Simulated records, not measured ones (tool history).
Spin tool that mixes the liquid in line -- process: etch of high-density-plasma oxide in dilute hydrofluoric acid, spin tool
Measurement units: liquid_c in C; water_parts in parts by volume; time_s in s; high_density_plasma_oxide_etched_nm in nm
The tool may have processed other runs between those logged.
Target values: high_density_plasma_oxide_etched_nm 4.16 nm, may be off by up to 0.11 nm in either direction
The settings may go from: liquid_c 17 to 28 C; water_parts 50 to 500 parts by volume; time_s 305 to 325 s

run  hour  liquid_c  water_parts  time_s  high_density_plasma_oxide_etched_nm
  1     0        20          275     305                               5.7667
  2   7.2      19.5          285     305                               5.3838
  3   8.1        19          290     305                               5.1383
  4  16.6      18.5          295     305                               4.9321
  5  21.9      18.5          255     305                               5.9646
  6  27.2      18.5          265     305                               5.6289
  7  30.7        18          275     305                               5.3261
  8  33.6        18          285     305                                5.124
  9    42        18          290     305                               4.9642

5 next moves are on the table. One of them brings every result within its allowed miss. Which?
  A  50.4        22          370     305                                    ?
  B  50.4      17.5          345     310                                    ?
  C  50.4      17.5          345     305                                    ?
  D  50.4      17.5          245     325                                    ?
  E  50.4        17          335     305                                    ?

move  high_density_plasma_oxide_etched_nm
   A                                4.188
   B                               3.9737
   C                               3.9096
   D                               6.3861
   E                               3.9847
A: every result within its allowed miss
B: the result that was furthest off in the last run now lies on the other side of its target
C: the result that was furthest off in the last run now lies on the other side of its target
D: lands further from the targets than the last run did
E: the result that was furthest off in the last run now lies on the other side of its target
Answer: A
